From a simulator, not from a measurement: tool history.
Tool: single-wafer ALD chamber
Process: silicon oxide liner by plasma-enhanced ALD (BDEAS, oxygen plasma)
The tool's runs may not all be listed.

run	hour	heater temperature setpoint (K)	number of ALD cycles (cycles)	mean film thickness on the monitor wafer (nm)
1	0	598.15	58	5.4791
2	4.7	598.15	61	5.7818
3	10	588.15	61	5.8709
4	14.2	588.15	64	6.1117
5	23	599.15	64	6.0043
6	24.6	600.15	63	5.9645
7	25.3	600.15	62	5.7999
8	26.7	601.15	61	5.6974

Estimate the outcome of run 9 from the log above:
9	35.3	602.15	60	?

{"run 9": {"mean film thickness on the monitor wafer (nm)": 5.6375}}
